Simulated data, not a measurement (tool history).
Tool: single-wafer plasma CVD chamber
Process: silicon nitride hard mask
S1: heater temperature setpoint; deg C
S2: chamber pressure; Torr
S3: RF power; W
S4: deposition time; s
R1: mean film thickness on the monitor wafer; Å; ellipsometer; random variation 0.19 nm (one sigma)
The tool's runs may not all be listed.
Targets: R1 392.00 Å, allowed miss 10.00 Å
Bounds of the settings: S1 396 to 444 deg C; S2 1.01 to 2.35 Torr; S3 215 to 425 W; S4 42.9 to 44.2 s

run,hour,S1,S2,S3,S4,R1
1,0.0,420,1.68,320,42.9,487.09
2,2.3,420,1.95,320,42.9,515.79
3,3.3,426,1.95,320,42.9,513.42
4,10.1,426,1.95,320,42.9,513.83
5,14.3,426,1.74,300,42.9,479.05
6,20.9,426,1.74,275,42.9,462.37
7,22.6,426,1.58,260,42.9,432.19
8,23.2,426,1.48,255,42.9,419.20
9,26.9,426,1.41,250,42.9,405.04
10,31.6,426,1.38,250,42.9,409.28

4 next moves are on the table. One of them brings every result within its allowed miss. Which?
A,36.3,427,1.27,255,43.0,?
B,36.3,420,1.25,220,42.9,?
C,36.3,429,1.23,240,42.9,?
D,36.3,422,1.21,290,44.2,?

move,R1
A,394.25
B,366.99
C,376.76
D,419.77
A: meets every target
B: takes the result that was furthest off past its target
C: takes the result that was furthest off past its target
D: further off than the last run
Answer: A
